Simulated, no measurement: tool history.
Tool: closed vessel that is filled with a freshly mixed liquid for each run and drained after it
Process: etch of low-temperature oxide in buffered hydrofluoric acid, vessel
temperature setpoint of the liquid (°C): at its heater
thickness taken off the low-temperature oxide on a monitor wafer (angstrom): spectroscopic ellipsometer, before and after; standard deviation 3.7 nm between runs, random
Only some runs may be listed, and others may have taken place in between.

| run | hour | temperature setpoint of the liquid (°C) | parts of 40 % ammonium fluoride to one part of 49 % hydrofluoric acid (parts by volume) | time in the liquid (s) | thickness taken off the low-temperature oxide on a monitor wafer (angstrom) |
|---|---|---|---|---|---|
| 1 | 0.0 | 23.0 | 10.5 | 95 | 3148.5 |
| 2 | 1.3 | 23.0 | 12.5 | 95 | 2646.3 |
| 3 | 3.4 | 23.0 | 10.0 | 95 | 3242.1 |
| 4 | 10.9 | 23.5 | 10.0 | 95 | 3388.1 |
| 5 | 13.5 | 20.0 | 10.0 | 95 | 2798.5 |
| 6 | 15.6 | 21.0 | 10.0 | 95 | 2938.8 |

What does the tool deliver on the next run?
| 7 | 23.4 | 25.0 | 9.5 | 95 | ? |

thickness taken off the low-temperature oxide on a monitor wafer (angstrom): 3850.6

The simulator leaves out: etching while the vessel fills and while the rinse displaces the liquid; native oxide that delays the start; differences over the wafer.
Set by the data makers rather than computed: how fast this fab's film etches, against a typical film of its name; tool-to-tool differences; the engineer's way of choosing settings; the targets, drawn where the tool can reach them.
